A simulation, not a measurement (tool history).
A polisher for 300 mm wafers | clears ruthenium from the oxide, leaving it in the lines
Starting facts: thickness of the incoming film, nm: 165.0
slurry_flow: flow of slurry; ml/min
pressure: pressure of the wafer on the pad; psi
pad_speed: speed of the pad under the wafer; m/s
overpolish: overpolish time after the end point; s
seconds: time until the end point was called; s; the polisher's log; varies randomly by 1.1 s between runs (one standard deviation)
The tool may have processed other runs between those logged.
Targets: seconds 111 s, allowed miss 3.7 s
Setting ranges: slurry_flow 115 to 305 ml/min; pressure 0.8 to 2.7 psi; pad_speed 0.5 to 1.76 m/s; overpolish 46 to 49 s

run	hour	slurry_flow	pressure	pad_speed	overpolish	seconds
1	0	195	1.7	1.12	46	197.74
2	3.2	195	1.8	1.12	46	187.48
3	8	195	1.9	1.12	46	178.57
4	15.2	230	1.9	1.12	46	171.74
5	20.9	230	1.9	1.12	46	169.88
6	26.7	235	2	1.12	46	163.43
7	31.6	240	2.1	1.12	46	155.6
8	36.7	245	2.2	1.12	46	147.02
# hour 43.6: slurry nozzle cleaned
9	43.6	245	2.2	1.12	46	140.91
10	48	250	2.4	1.12	46	130.18
11	56.3	260	2.6	1.12	46	118.81
12	58.4	270	2.7	1.12	46	113.76

Next run, 5 choices. One meets every target within its allowed miss, the rest don't. Which?
A	60.5	220	2.5	1.3	49	?
B	60.5	305	2.4	1.16	49	?
C	60.5	265	2.5	1.14	46	?
D	60.5	300	2.6	1.1	49	?
E	60.5	280	2.7	1.04	49	?

move	seconds
A	110.71
B	124.21
C	123.06
D	121.1
E	124.04
A: all results in spec
B: misses by more than the last run did
C: misses by more than the last run did
D: misses by more than the last run did
E: misses by more than the last run did
So the answer is move A, the one that meets all the targets.
